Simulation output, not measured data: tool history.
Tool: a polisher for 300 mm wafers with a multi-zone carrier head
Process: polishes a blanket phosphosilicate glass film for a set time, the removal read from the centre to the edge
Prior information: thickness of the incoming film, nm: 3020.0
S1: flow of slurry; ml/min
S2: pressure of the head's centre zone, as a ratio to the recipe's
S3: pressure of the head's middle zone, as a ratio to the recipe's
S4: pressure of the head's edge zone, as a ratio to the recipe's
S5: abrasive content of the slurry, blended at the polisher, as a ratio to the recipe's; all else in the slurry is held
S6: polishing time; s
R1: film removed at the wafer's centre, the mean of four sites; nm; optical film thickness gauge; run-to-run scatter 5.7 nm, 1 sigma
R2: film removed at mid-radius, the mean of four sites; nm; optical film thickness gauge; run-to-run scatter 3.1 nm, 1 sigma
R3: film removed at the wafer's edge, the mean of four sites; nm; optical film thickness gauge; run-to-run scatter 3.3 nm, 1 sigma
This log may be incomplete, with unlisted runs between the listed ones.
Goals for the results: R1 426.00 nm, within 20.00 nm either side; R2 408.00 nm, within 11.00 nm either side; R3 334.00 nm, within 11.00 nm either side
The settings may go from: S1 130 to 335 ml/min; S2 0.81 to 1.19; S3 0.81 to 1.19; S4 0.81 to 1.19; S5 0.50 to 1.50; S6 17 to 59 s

run,hour,S1,S2,S3,S4,S5,S6,R1,R2,R3
1,0.0,215,1.00,1.00,1.00,1.00,38,310.30,324.33,324.66
2,7.5,215,1.06,1.00,1.00,1.00,38,334.94,330.53,318.65
3,14.4,225,1.09,1.02,1.01,1.00,38,349.53,334.38,328.62
4,21.5,225,1.09,1.02,0.94,1.00,38,349.46,333.18,312.34
5,28.2,235,1.11,1.05,0.93,1.00,38,360.08,346.28,319.76
6,36.6,245,1.13,1.07,0.91,1.00,38,376.76,351.69,314.67
7,39.0,255,1.14,1.09,0.91,1.00,38,373.33,359.38,313.60
8,40.8,260,1.15,1.10,0.90,1.05,38,389.24,370.27,314.63
9,47.4,260,1.16,1.11,0.91,1.05,38,389.26,373.23,317.00
10,51.3,265,1.17,1.12,0.91,1.10,38,399.37,385.48,320.66
# hour 52.6: centre zone pressure recalibrated
11,52.6,270,1.17,1.12,0.91,1.10,38,417.17,385.66,333.68

5 candidate next runs follow, results not yet known. Just one meets every target within its allowed miss. Identify it.
A,53.9,250,1.13,1.18,0.87,1.05,41,?,?,?
B,53.9,260,1.19,1.18,0.82,1.00,43,?,?,?
C,53.9,260,1.14,1.14,0.89,0.90,43,?,?,?
D,53.9,260,1.11,1.19,0.84,1.10,41,?,?,?
E,53.9,295,1.09,1.18,0.82,0.95,43,?,?,?

move,R1,R2,R3
A,426.82,424.92,332.63
B,465.07,439.15,334.56
C,426.77,408.63,332.78
D,429.09,437.91,334.53
E,423.59,436.49,331.24
A: carries the result that was furthest off beyond its target, to the other side
B: carries the result that was furthest off beyond its target, to the other side
C: each result inside its tolerance
D: carries the result that was furthest off beyond its target, to the other side
E: carries the result that was furthest off beyond its target, to the other side
Move C is the one to make.
